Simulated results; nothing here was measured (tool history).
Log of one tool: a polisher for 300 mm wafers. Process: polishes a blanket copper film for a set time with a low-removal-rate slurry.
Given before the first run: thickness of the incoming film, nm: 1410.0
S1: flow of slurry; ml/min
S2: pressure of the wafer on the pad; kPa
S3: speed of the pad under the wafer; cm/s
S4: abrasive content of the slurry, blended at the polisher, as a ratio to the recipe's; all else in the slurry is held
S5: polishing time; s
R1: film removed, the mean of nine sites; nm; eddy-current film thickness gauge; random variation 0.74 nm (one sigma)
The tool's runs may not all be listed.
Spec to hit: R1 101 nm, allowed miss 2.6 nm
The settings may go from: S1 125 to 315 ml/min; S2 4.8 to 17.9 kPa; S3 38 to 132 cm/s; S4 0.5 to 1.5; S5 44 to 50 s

run 1 day=0 | S1=205 S2=11 S3=84 S4=1 S5=50 | R1=70.105
run 2 day=0.121 | S1=210 S2=11.7 S3=84 S4=1 S5=50 | R1=74.765
run 3 day=0.392 | S1=210 S2=11.7 S3=84 S4=1 S5=50 | R1=74.431
run 4 day=0.467 | S1=215 S2=12.4 S3=84 S4=1 S5=50 | R1=77.678
run 5 day=0.742 | S1=215 S2=13.1 S3=84 S4=1 S5=50 | R1=79.482
run 6 day=0.912 | S1=215 S2=13.1 S3=84 S4=0.8 S5=50 | R1=78.398
run 7 day=1.104 | S1=215 S2=13.8 S3=84 S4=0.8 S5=50 | R1=80.545
run 8 day=1.304 | S1=215 S2=14.5 S3=84 S4=0.8 S5=50 | R1=85.329
run 9 day=1.671 | S1=245 S2=16.5 S3=84 S4=0.8 S5=50 | R1=97.256

Exactly one of the 5 candidate moves below puts every result within its allowed miss. Which one?
run A day=2.038 | S1=265 S2=14.5 S3=100 S4=0.8 S5=46 | R1=?
run B day=2.038 | S1=205 S2=17.2 S3=76 S4=0.9 S5=50 | R1=?
run C day=2.038 | S1=245 S2=17.2 S3=82 S4=0.9 S5=47 | R1=?
run D day=2.038 | S1=210 S2=16.5 S3=94 S4=0.65 S5=49 | R1=?
run E day=2.038 | S1=245 S2=17.2 S3=80 S4=0.95 S5=45 | R1=?

move=A R1=95.573
move=B R1=90.277
move=C R1=93.459
move=D R1=101.56
move=E R1=87.969
A: lands further from the targets than the last run did
B: lands further from the targets than the last run did
C: lands further from the targets than the last run did
D: meets every target
E: lands further from the targets than the last run did
D meets every target.
